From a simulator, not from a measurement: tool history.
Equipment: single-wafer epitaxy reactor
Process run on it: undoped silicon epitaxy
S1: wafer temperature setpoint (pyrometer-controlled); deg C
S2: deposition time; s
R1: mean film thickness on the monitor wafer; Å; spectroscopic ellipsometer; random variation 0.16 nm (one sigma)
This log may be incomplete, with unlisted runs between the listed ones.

{"run": 1, "hour": 0.0, "S1": 635, "S2": 403, "R1": 491.15}
{"run": 2, "hour": 0.9, "S1": 635, "S2": 434, "R1": 529.85}
{"run": 3, "hour": 3.3, "S1": 632, "S2": 433, "R1": 490.62}
{"run": 4, "hour": 11.3, "S1": 630, "S2": 433, "R1": 467.29}
{"run": 5, "hour": 18.7, "S1": 630, "S2": 488, "R1": 528.55}
{"run": 6, "hour": 24.5, "S1": 628, "S2": 483, "R1": 492.37}
{"run": 7, "hour": 27.2, "S1": 626, "S2": 480, "R1": 461.46}
{"run": 8, "hour": 31.4, "S1": 624, "S2": 480, "R1": 441.69}
{"run": 9, "hour": 37.9, "S1": 622, "S2": 478, "R1": 417.51}
{"run": 10, "hour": 40.9, "S1": 621, "S2": 477, "R1": 403.83}
{"run": 11, "hour": 48.2, "S1": 620, "S2": 476, "R1": 395.67}
{"run": 12, "hour": 50.8, "S1": 619, "S2": 474, "R1": 380.26}
{"run": 13, "hour": 58.9, "S1": 618, "S2": 474, "R1": 375.48}
{"run": 14, "hour": 61.5, "S1": 617, "S2": 472, "R1": 360.45}
{"run": 15, "hour": 67.3, "S1": 616, "S2": 472, "R1": 348.83}
{"run": 16, "hour": 72.9, "S1": 615, "S2": 472, "R1": 344.01}

Run 17 has not been measured yet. What should we expect?
{"run": 17, "hour": 81.8, "S1": 615, "S2": 471, "R1": "?"}

{"run 17": {"R1": 341.47}}
